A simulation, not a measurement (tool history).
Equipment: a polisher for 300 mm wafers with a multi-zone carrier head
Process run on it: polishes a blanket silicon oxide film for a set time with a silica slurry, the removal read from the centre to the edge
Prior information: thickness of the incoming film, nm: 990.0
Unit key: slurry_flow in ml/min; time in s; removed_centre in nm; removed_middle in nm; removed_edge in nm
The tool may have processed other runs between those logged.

{"run": 1, "day": 0.0, "slurry_flow": 305, "centre_zone": 1, "middle_zone": 1, "edge_zone": 1, "slurry_solids": 1, "time": 38, "removed_centre": 171.09, "removed_middle": 173.26, "removed_edge": 171.62}
{"run": 2, "day": 0.05, "slurry_flow": 305, "centre_zone": 1, "middle_zone": 1, "edge_zone": 0.97, "slurry_solids": 1, "time": 38, "removed_centre": 168.09, "removed_middle": 175.67, "removed_edge": 167.93}
{"run": 3, "day": 0.129, "slurry_flow": 305, "centre_zone": 1, "middle_zone": 0.98, "edge_zone": 0.95, "slurry_solids": 0.95, "time": 38, "removed_centre": 166.74, "removed_middle": 172.19, "removed_edge": 167.55}
{"run": 4, "day": 0.45, "slurry_flow": 305, "centre_zone": 1.01, "middle_zone": 0.98, "edge_zone": 0.95, "slurry_solids": 0.85, "time": 38, "removed_centre": 162.51, "removed_middle": 167.75, "removed_edge": 158}
{"run": 5, "day": 0.721, "slurry_flow": 305, "centre_zone": 1.01, "middle_zone": 0.98, "edge_zone": 0.95, "slurry_solids": 1.05, "time": 38, "removed_centre": 174.18, "removed_middle": 177.73, "removed_edge": 170.62}
{"run": 6, "day": 0.962, "slurry_flow": 305, "centre_zone": 1.01, "middle_zone": 0.96, "edge_zone": 0.94, "slurry_solids": 0.95, "time": 38, "removed_centre": 169.45, "removed_middle": 168.08, "removed_edge": 164.86}

For run 7, what comes out?
{"run": 7, "day": 1.271, "slurry_flow": 295, "centre_zone": 0.94, "middle_zone": 0.95, "edge_zone": 0.85, "slurry_solids": 0.7, "time": 37, "removed_centre": "?", "removed_middle": "?", "removed_edge": "?"}

removed_centre: 137.42 nm
removed_middle: 144.6 nm
removed_edge: 136.15 nm

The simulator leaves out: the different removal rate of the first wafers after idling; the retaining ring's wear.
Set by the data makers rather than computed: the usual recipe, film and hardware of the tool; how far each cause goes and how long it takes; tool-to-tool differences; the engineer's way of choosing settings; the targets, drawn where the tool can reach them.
